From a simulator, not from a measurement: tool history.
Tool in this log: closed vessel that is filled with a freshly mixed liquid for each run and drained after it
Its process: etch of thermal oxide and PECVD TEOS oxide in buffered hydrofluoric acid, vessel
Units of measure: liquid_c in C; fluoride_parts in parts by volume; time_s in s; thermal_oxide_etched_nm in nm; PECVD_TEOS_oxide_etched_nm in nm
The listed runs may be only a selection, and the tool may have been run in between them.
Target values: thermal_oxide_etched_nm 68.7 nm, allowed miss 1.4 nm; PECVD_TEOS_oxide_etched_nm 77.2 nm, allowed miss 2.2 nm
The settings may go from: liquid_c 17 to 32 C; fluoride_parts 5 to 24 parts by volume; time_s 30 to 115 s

Run 1, hour 0: liquid_c 24 C, fluoride_parts 14.5 parts by volume, time_s 60 s. Result: thermal_oxide_etched_nm 52.218 nm, PECVD_TEOS_oxide_etched_nm 59.304 nm.
Run 2, hour 5.1: liquid_c 24 C, fluoride_parts 19 parts by volume, time_s 60 s. Result: thermal_oxide_etched_nm 39.501 nm, PECVD_TEOS_oxide_etched_nm 44.625 nm.
Run 3, hour 9: liquid_c 25.5 C, fluoride_parts 18.5 parts by volume, time_s 60 s. Result: thermal_oxide_etched_nm 44.817 nm, PECVD_TEOS_oxide_etched_nm 49.587 nm.
Run 4, hour 12.7: liquid_c 24 C, fluoride_parts 18.5 parts by volume, time_s 60 s. Result: thermal_oxide_etched_nm 41.128 nm, PECVD_TEOS_oxide_etched_nm 45.599 nm.
Run 5, hour 14.3: liquid_c 25.5 C, fluoride_parts 18.5 parts by volume, time_s 60 s. Result: thermal_oxide_etched_nm 44.096 nm, PECVD_TEOS_oxide_etched_nm 49.817 nm.
Run 6, hour 16.2: liquid_c 27 C, fluoride_parts 18.5 parts by volume, time_s 60 s. Result: thermal_oxide_etched_nm 48.089 nm, PECVD_TEOS_oxide_etched_nm 54.216 nm.
Run 7, hour 24.4: liquid_c 27 C, fluoride_parts 18.5 parts by volume, time_s 60 s. Result: thermal_oxide_etched_nm 48.24 nm, PECVD_TEOS_oxide_etched_nm 53.613 nm.
Run 8, hour 33.1: liquid_c 28 C, fluoride_parts 18 parts by volume, time_s 60 s. Result: thermal_oxide_etched_nm 51.976 nm, PECVD_TEOS_oxide_etched_nm 58.648 nm.
Run 9, hour 42.3: liquid_c 28.5 C, fluoride_parts 18 parts by volume, time_s 60 s. Result: thermal_oxide_etched_nm 53.382 nm, PECVD_TEOS_oxide_etched_nm 60.001 nm.
Run 10, hour 46.9: liquid_c 29 C, fluoride_parts 18 parts by volume, time_s 60 s. Result: thermal_oxide_etched_nm 54.848 nm, PECVD_TEOS_oxide_etched_nm 61.498 nm.

Pick the move, out of 4, that brings all results within their allowed miss; only one does.
Run A, hour 51.5: liquid_c 28 C, fluoride_parts 19 parts by volume, time_s 75 s. Result: thermal_oxide_etched_nm ?, PECVD_TEOS_oxide_etched_nm ?.
Run B, hour 51.5: liquid_c 31 C, fluoride_parts 24 parts by volume, time_s 90 s. Result: thermal_oxide_etched_nm ?, PECVD_TEOS_oxide_etched_nm ?.
Run C, hour 51.5: liquid_c 32 C, fluoride_parts 15.5 parts by volume, time_s 55 s. Result: thermal_oxide_etched_nm ?, PECVD_TEOS_oxide_etched_nm ?.
Run D, hour 51.5: liquid_c 26 C, fluoride_parts 10.5 parts by volume, time_s 55 s. Result: thermal_oxide_etched_nm ?, PECVD_TEOS_oxide_etched_nm ?.

move  thermal_oxide_etched_nm  PECVD_TEOS_oxide_etched_nm
   A                     61.8                      70.442
   B                   72.975                      83.179
   C                   68.326                      77.881
   D                   72.795                      82.975
A: closer than the last run, but not yet in spec
B: pushes the last run's worst result past its target
C: hits every target within its allowed miss
D: pushes the last run's worst result past its target
Move C is the one to make.
